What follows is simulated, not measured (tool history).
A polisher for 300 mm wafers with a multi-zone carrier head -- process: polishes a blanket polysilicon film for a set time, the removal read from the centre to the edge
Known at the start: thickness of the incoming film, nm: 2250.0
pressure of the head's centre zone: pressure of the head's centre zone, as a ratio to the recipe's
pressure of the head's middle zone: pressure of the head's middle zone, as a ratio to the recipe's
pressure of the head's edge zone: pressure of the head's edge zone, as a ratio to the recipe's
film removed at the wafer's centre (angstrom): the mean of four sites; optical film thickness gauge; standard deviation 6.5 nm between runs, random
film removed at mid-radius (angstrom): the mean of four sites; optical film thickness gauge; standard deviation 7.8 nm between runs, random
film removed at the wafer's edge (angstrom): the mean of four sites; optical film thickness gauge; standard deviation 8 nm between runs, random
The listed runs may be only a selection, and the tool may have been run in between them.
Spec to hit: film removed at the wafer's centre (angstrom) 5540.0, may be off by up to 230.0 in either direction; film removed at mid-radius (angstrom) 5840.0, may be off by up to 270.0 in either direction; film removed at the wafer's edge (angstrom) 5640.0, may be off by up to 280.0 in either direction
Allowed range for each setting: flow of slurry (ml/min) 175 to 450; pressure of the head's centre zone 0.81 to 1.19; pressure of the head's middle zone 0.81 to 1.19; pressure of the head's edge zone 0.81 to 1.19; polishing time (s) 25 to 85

run  hour  flow of slurry (ml/min)  pressure of the head's centre zone  pressure of the head's middle zone  pressure of the head's edge zone  polishing time (s)  film removed at the wafer's centre (angstrom)  film removed at mid-radius (angstrom)  film removed at the wafer's edge (angstrom)
  1   0.0                      290                                1.00                                1.00                              1.00                  55                                         4785.3                                 4621.0                                       4764.2
  2   5.5                      290                                1.00                                1.03                              1.02                  57                                         4749.7                                 4876.6                                       4948.2
  3   6.5                      290                                1.00                                1.03                              0.94                  57                                         4791.4                                 4965.2                                       4644.6
  4  12.8                      345                                1.00                                1.03                              0.94                  57                                         5011.6                                 5041.6                                       4768.2
  5  19.8                      350                                1.00                                1.04                              0.96                  58                                         5013.9                                 5058.6                                       4891.6
  6  25.5                      415                                1.00                                1.04                              0.96                  58                                         5079.1                                 5184.0                                       4975.6
  7  33.3                      415                                1.00                                1.05                              0.97                  59                                         5294.5                                 5312.1                                       4995.4
  8  40.5                      410                                0.99                                1.05                              0.98                  60                                         5321.9                                 5320.6                                       5168.7

Exactly one of the 5 candidate moves below puts every result within its allowed miss. Which one?
  A  47.7                      450                                1.02                                1.12                              0.91                  61                                              ?                                      ?                                            ?
  B  47.7                      440                                0.97                                1.13                              0.91                  61                                              ?                                      ?                                            ?
  C  47.7                      440                                1.11                                1.19                              0.85                  57                                              ?                                      ?                                            ?
  D  47.7                      395                                1.07                                1.17                              0.90                  59                                              ?                                      ?                                            ?
  E  47.7                      295                                0.94                                0.99                              0.91                  70                                              ?                                      ?                                            ?

move  film removed at the wafer's centre (angstrom)  film removed at mid-radius (angstrom)  film removed at the wafer's edge (angstrom)
   A                                         5462.4                                 5877.3                                       4997.5
   B                                         5185.8                                 5916.5                                       4992.1
   C                                         5553.0                                 5777.1                                       4518.8
   D                                         5501.0                                 5857.3                                       4778.6
   E                                         5607.7                                 5921.6                                       5633.5
A: the worst result of the last run now meets its target, but another is out of spec
B: the worst result of the last run now meets its target, but another is out of spec
C: the worst result of the last run now meets its target, but another is out of spec
D: the worst result of the last run now meets its target, but another is out of spec
E: every result within its allowed miss
Go with E: it meets all targets.

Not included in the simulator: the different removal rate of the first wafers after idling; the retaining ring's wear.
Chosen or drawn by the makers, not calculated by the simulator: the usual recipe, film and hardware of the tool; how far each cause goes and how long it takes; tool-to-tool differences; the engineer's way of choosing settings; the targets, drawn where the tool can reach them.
